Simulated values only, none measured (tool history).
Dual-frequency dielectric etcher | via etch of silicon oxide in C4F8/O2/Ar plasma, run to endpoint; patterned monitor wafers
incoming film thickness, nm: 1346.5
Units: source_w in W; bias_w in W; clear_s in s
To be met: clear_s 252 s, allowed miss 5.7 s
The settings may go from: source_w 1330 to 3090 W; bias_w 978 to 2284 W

{"run": 1, "day": 0.0, "source_w": 2210, "bias_w": 1631, "clear_s": 284.45}
{"run": 2, "day": 0.2, "source_w": 2390, "bias_w": 1670, "clear_s": 274.6}
{"run": 3, "day": 0.246, "source_w": 2390, "bias_w": 1906, "clear_s": 264.03}
{"run": 4, "day": 0.542, "source_w": 2170, "bias_w": 1906, "clear_s": 269.4}
{"run": 5, "day": 0.65, "source_w": 1840, "bias_w": 1906, "clear_s": 278.22}
{"run": 6, "day": 0.738, "source_w": 2010, "bias_w": 1980, "clear_s": 269.78}
{"day": 0.888, "done": "bias power generator calibrated"}
{"run": 7, "day": 0.888, "source_w": 2130, "bias_w": 2028, "clear_s": 268.71}
{"run": 8, "day": 1.238, "source_w": 2260, "bias_w": 2099, "clear_s": 260.32}

Which of these 5 next moves meets every target?
{"run": "A", "day": 1.588, "source_w": 2230, "bias_w": 1789, "clear_s": "?"}
{"run": "B", "day": 1.588, "source_w": 2900, "bias_w": 2240, "clear_s": "?"}
{"run": "C", "day": 1.588, "source_w": 1730, "bias_w": 2160, "clear_s": "?"}
{"run": "D", "day": 1.588, "source_w": 2120, "bias_w": 2122, "clear_s": "?"}
{"run": "E", "day": 1.588, "source_w": 2330, "bias_w": 2221, "clear_s": "?"}

move=A clear_s=278.94
move=B clear_s=239.58
move=C clear_s=275.12
move=D clear_s=264.55
move=E clear_s=254.16
A: further off than the last run
B: takes the result that was furthest off past its target
C: further off than the last run
D: further off than the last run
E: meets every target
Answer: E
